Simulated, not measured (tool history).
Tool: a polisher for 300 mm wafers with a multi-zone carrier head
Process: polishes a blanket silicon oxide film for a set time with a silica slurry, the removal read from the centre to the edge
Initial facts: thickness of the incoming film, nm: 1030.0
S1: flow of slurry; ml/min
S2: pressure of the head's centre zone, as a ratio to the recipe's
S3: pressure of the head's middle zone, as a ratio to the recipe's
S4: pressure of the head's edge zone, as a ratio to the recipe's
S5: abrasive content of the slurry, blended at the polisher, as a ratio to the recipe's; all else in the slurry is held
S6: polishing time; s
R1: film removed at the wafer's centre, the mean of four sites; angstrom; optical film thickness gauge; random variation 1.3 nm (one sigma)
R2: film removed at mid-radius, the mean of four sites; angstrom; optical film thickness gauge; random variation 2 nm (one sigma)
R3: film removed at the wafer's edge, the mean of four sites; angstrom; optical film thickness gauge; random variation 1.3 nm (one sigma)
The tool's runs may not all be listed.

run 1 day=0 | S1=140 S2=1 S3=1 S4=1 S5=1 S6=52 | R1=1243 R2=1234.1 R3=1225.7
run 2 day=0.288 | S1=140 S2=1 S3=0.95 S4=1 S5=1 S6=52 | R1=1237.4 R2=1215.3 R3=1222.4
run 3 day=0.325 | S1=150 S2=1 S3=0.97 S4=1.01 S5=1 S6=52 | R1=1277.2 R2=1242.3 R3=1240.3
run 4 day=0.379 | S1=150 S2=1.07 S3=0.97 S4=1.01 S5=1 S6=52 | R1=1350.9 R2=1247.6 R3=1257.6
run 5 day=0.733 | S1=155 S2=1.06 S3=0.99 S4=1.03 S5=1 S6=52 | R1=1341.5 R2=1240.8 R3=1264.5
run 6 day=1.088 | S1=160 S2=1.04 S3=1.01 S4=1.03 S5=1.05 S6=52 | R1=1362.2 R2=1310.8 R3=1274.6
run 7 day=1.167 | S1=160 S2=1.03 S3=1.01 S4=1.05 S5=1.1 S6=52 | R1=1374.9 R2=1333.6 R3=1330.9
run 8 day=1.379 | S1=165 S2=1.02 S3=1.02 S4=1.06 S5=1.1 S6=52 | R1=1362.5 R2=1395.6 R3=1352.7
run 9 day=1.717 | S1=170 S2=1.02 S3=1.02 S4=1.07 S5=1.1 S6=52 | R1=1362.1 R2=1372.3 R3=1357.5
run 10 day=1.979 | S1=175 S2=1.02 S3=1.03 S4=1.08 S5=1.1 S6=52 | R1=1397.5 R2=1404.2 R3=1357.9
run 11 day=2.029 | S1=175 S2=1.02 S3=1.03 S4=1.09 S5=1.1 S6=52 | R1=1397.3 R2=1394.2 R3=1387.4
run 12 day=2.225 | S1=180 S2=1.02 S3=1.04 S4=1.1 S5=1.1 S6=52 | R1=1391.7 R2=1378.4 R3=1378.3

Forecast run 13:
run 13 day=2.283 | S1=180 S2=1.02 S3=1.05 S4=1.1 S5=1.1 S6=52 | R1=? R2=? R3=?

R1: 1403.2 angstrom
R2: 1407.1 angstrom
R3: 1406.1 angstrom
